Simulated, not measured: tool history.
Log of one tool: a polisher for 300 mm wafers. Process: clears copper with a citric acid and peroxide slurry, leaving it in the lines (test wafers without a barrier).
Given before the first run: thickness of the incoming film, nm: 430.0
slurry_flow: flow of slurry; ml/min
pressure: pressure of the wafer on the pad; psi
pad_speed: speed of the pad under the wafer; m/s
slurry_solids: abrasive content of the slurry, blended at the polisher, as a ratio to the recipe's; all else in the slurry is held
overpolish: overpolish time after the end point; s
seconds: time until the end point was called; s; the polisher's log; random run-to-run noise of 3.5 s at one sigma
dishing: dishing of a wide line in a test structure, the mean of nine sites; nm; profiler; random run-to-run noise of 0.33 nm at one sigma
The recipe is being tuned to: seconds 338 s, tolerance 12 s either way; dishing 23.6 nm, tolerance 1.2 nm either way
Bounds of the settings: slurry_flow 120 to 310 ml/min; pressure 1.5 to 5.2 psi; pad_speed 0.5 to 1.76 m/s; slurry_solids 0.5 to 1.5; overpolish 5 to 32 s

| run | hour | slurry_flow | pressure | pad_speed | slurry_solids | overpolish | seconds | dishing |
|---|---|---|---|---|---|---|---|---|
| 1 | 0 | 200 | 3.3 | 1.12 | 1 | 16 | 144.04 | 32.326 |
| 2 | 6.7 | 200 | 3.8 | 1.12 | 1 | 16 | 127.39 | 37.636 |
| 3 | 7.9 | 200 | 3.8 | 1.12 | 1.1 | 16 | 123.64 | 38.268 |
| 4 | 14 | 195 | 3.4 | 1.04 | 1.1 | 18 | 149.05 | 36.049 |
| 5 | 16.8 | 195 | 3.1 | 0.98 | 1.1 | 19 | 174.16 | 33.162 |
| 6 | 18.5 | 240 | 3.1 | 0.98 | 1.1 | 19 | 168.27 | 32.729 |
| 7 | 25.2 | 235 | 2.8 | 0.94 | 1.1 | 20 | 192.55 | 31.211 |
| 8 | 32.9 | 205 | 1.8 | 0.76 | 1.1 | 24 | 365.45 | 19.968 |
| 9 | 41.7 | 210 | 1.8 | 0.76 | 1.1 | 24 | 364.14 | 20.36 |
| 10 | 47.4 | 215 | 1.8 | 0.76 | 1.1 | 24 | 364.6 | 20.357 |
| 11 | 52.2 | 220 | 2.1 | 0.76 | 1.1 | 26 | 316.41 | 25.187 |
| 12 | 53.1 | 215 | 2.1 | 0.76 | 1.1 | 26 | 311.77 | 24.627 |
| 13 | 61.7 | 210 | 2.1 | 0.76 | 1.1 | 26 | 315.78 | 24.903 |

Which of these 4 next moves meets every target?
| A | 70.3 | 250 | 2.3 | 0.82 | 0.9 | 22 | ? | ? |
| B | 70.3 | 195 | 2.5 | 0.82 | 0.6 | 24 | ? | ? |
| C | 70.3 | 285 | 2.3 | 0.64 | 0.9 | 26 | ? | ? |
| D | 70.3 | 245 | 2.1 | 0.84 | 1.2 | 22 | ? | ? |

| move | seconds | dishing |
|---|---|---|
| A | 274.6 | 24.22 |
| B | 283.11 | 25.569 |
| C | 342.06 | 23.123 |
| D | 276.57 | 23.962 |
A: moves away from the targets compared with the last run
B: moves away from the targets compared with the last run
C: every result within its allowed miss
D: moves away from the targets compared with the last run
C is the move that brings every result within its allowed miss.
